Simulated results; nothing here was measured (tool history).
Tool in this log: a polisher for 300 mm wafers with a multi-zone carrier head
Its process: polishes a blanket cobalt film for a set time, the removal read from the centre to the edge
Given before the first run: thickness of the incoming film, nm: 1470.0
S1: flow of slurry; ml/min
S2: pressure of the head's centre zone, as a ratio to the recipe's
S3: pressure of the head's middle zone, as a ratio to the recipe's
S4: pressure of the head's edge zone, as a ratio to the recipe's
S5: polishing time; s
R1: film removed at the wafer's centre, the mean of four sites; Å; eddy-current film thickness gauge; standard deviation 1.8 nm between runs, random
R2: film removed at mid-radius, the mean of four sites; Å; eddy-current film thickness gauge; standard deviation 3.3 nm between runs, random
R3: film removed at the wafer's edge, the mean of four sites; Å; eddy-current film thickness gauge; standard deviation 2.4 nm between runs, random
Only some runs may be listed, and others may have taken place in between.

{"run": 1, "hour": 0.0, "S1": 135, "S2": 1.0, "S3": 1.0, "S4": 1.0, "S5": 32, "R1": 1806.4, "R2": 1781.3, "R3": 1905.6}
{"run": 2, "hour": 6.9, "S1": 125, "S2": 1.0, "S3": 1.0, "S4": 1.0, "S5": 32, "R1": 1815.2, "R2": 1775.3, "R3": 1884.7}
{"run": 3, "hour": 8.3, "S1": 135, "S2": 1.02, "S3": 1.01, "S4": 1.03, "S5": 34, "R1": 1978.8, "R2": 1957.6, "R3": 2064.0}
{"run": 4, "hour": 17.3, "S1": 135, "S2": 0.97, "S3": 1.01, "S4": 1.03, "S5": 34, "R1": 1896.4, "R2": 1941.3, "R3": 2030.7}
{"run": 5, "hour": 19.2, "S1": 145, "S2": 1.0, "S3": 1.01, "S4": 1.06, "S5": 35, "R1": 2042.9, "R2": 2021.6, "R3": 2141.3}
{"run": 6, "hour": 25.9, "S1": 145, "S2": 0.94, "S3": 1.01, "S4": 1.06, "S5": 35, "R1": 1929.3, "R2": 2030.2, "R3": 2120.5}
{"run": 7, "hour": 31.4, "S1": 175, "S2": 1.04, "S3": 1.04, "S4": 1.16, "S5": 42, "R1": 2664.1, "R2": 2597.5, "R3": 2775.7}

Estimate the outcome of run 8 from the log above:
{"run": 8, "hour": 37.3, "S1": 175, "S2": 1.04, "S3": 1.03, "S4": 1.16, "S5": 42, "R1": "?", "R2": "?", "R3": "?"}

For run 8 the tool returned R1 2629.8 Å, R2 2554.1 Å, R3 2727.8 Å.
